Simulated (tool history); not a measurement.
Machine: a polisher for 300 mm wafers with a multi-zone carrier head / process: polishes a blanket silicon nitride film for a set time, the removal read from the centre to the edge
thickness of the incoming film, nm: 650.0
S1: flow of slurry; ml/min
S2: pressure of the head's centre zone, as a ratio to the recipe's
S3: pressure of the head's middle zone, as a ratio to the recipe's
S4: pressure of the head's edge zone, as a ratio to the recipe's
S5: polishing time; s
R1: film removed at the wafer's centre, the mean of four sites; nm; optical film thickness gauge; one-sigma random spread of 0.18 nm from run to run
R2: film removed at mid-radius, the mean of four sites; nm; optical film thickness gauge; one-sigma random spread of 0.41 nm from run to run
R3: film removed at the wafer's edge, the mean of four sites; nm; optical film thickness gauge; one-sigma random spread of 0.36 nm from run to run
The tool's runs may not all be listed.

run 1 day=0.000 | S1=190 S2=1.00 S3=1.00 S4=1.00 S5=49 | R1=48.648 R2=49.517 R3=52.142
run 2 day=0.300 | S1=190 S2=1.00 S3=1.05 S4=1.00 S5=49 | R1=48.808 R2=51.206 R3=52.254
run 3 day=0.412 | S1=190 S2=1.00 S3=0.98 S4=1.00 S5=49 | R1=48.655 R2=48.597 R3=50.516
run 4 day=0.742 | S1=190 S2=1.00 S3=0.94 S4=1.00 S5=49 | R1=49.063 R2=46.067 R3=51.968
run 5 day=1.033 | S1=185 S2=0.98 S3=0.95 S4=0.97 S5=45 | R1=43.960 R2=43.295 R3=46.452
run 6 day=1.204 | S1=180 S2=0.96 S3=0.95 S4=0.95 S5=42 | R1=39.862 R2=41.023 R3=43.697
run 7 day=1.458 | S1=180 S2=0.96 S3=0.95 S4=0.95 S5=42 | R1=39.689 R2=39.991 R3=43.871

Run 8 has not been measured yet. What should we expect?
run 8 day=1.725 | S1=185 S2=0.96 S3=0.97 S4=0.93 S5=39 | R1=? R2=? R3=?

Run 8 came out at R1 37.289 nm, R2 38.782 nm, R3 39.144 nm.
